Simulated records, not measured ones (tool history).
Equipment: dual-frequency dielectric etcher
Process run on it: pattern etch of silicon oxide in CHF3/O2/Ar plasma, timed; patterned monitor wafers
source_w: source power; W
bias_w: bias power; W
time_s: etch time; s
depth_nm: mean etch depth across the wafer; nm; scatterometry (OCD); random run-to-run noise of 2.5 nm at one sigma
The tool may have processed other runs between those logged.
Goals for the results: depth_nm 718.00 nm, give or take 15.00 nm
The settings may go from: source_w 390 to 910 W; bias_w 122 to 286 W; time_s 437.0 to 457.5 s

Run 1, hour 0.0: source_w 650 W, bias_w 204 W, time_s 437.0 s. Result: depth_nm 925.84 nm.
Run 2, hour 2.6: source_w 580 W, bias_w 186 W, time_s 437.0 s. Result: depth_nm 852.45 nm.
Run 3, hour 7.1: source_w 580 W, bias_w 186 W, time_s 457.5 s. Result: depth_nm 897.74 nm.
Run 4, hour 11.1: source_w 500 W, bias_w 186 W, time_s 457.5 s. Result: depth_nm 825.22 nm.
Run 5, hour 13.1: source_w 500 W, bias_w 222 W, time_s 457.5 s. Result: depth_nm 862.85 nm.
Run 6, hour 18.8: source_w 500 W, bias_w 239 W, time_s 457.5 s. Result: depth_nm 881.07 nm.
Run 7, hour 21.5: source_w 470 W, bias_w 223 W, time_s 452.5 s. Result: depth_nm 823.35 nm.
Run 8, hour 25.6: source_w 450 W, bias_w 214 W, time_s 450.0 s. Result: depth_nm 793.44 nm.

Of the 5 settings listed for the next run, only one would bring every result within its allowed miss of target. Which one?
Run A, hour 29.7: source_w 430 W, bias_w 254 W, time_s 457.5 s. Result: depth_nm ?.
Run B, hour 29.7: source_w 390 W, bias_w 228 W, time_s 437.0 s. Result: depth_nm ?.
Run C, hour 29.7: source_w 480 W, bias_w 205 W, time_s 457.5 s. Result: depth_nm ?.
Run D, hour 29.7: source_w 400 W, bias_w 203 W, time_s 457.5 s. Result: depth_nm ?.
Run E, hour 29.7: source_w 470 W, bias_w 219 W, time_s 452.0 s. Result: depth_nm ?.

move  depth_nm
   A    821.24
   B    719.64
   C    828.41
   D    743.51
   E    821.93
A: further off than the last run
B: every result within its allowed miss
C: further off than the last run
D: nearer than the last run, and not there yet
E: further off than the last run
So the answer is move B, the one that meets all the targets.
